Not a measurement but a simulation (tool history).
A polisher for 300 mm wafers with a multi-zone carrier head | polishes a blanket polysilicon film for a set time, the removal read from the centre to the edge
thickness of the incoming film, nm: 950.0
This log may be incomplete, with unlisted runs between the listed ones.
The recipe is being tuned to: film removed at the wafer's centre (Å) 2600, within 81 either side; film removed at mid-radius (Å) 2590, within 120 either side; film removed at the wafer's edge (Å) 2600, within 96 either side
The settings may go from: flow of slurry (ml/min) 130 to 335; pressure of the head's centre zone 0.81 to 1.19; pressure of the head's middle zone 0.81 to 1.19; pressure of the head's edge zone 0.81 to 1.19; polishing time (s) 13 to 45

run    day  flow of slurry (ml/min)  pressure of the head's centre zone  pressure of the head's middle zone  pressure of the head's edge zone  polishing time (s)  film removed at the wafer's centre (Å)  film removed at mid-radius (Å)  film removed at the wafer's edge (Å)
  1      0                      215                                   1                                   1                                 1                  29                                    3552                          3404.1                                3509.4
  2  0.375                      215                                0.95                                   1                                 1                  29                                  3375.1                          3381.1                                  3473
  3  0.408                      215                                0.95                                1.06                                 1                  29                                  3341.6                            3682                                3449.4
  4  0.558                      210                                0.94                                1.03                              0.96                  27                                  3064.5                          3269.5                                3133.6
  5  0.596                      210                                   1                                1.03                              0.96                  27                                  3225.9                          3207.1                                3156.3
  6  0.833                      210                                   1                                1.03                              0.92                  27                                  3289.4                          3251.8                                3095.6
  7  1.092                      200                                0.96                                   1                               0.9                  26                                  2965.3                          3047.8                                  2907
  8  1.246                      190                                0.95                                0.97                              0.88                  26                                  2984.8                          2942.5                                2908.9
  9  1.442                      185                                0.93                                0.96                              0.87                  25                                  2780.8                          2788.3                                2752.8
 10  1.658                      180                                0.92                                0.95                              0.86                  25                                  2723.1                          2756.7                                2753.5

Below are 4 possible settings for the next run. Only one of them brings all results inside the allowed miss of their targets. Which is it?
  A  1.875                      170                                0.96                                0.98                              0.94                  23                                       ?                               ?                                     ?
  B  1.875                      130                                1.02                                0.91                              0.81                  22                                       ?                               ?                                     ?
  C  1.875                      200                                0.91                                1.08                              0.92                  24                                       ?                               ?                                     ?
  D  1.875                      255                                0.95                                1.14                              0.81                  22                                       ?                               ?                                     ?

move  film removed at the wafer's centre (Å)  film removed at mid-radius (Å)  film removed at the wafer's edge (Å)
   A                                  2563.5                          2606.7                                  2592
   B                                  2521.8                          2276.4                                2271.8
   C                                  2583.6                          3003.5                                  2707
   D                                    2538                          2950.1                                2381.8
A: all results in spec
B: moves the result that the last run missed by most past its target, out the other side
C: moves away from the targets compared with the last run
D: moves the result that the last run missed by most past its target, out the other side
A meets every target.

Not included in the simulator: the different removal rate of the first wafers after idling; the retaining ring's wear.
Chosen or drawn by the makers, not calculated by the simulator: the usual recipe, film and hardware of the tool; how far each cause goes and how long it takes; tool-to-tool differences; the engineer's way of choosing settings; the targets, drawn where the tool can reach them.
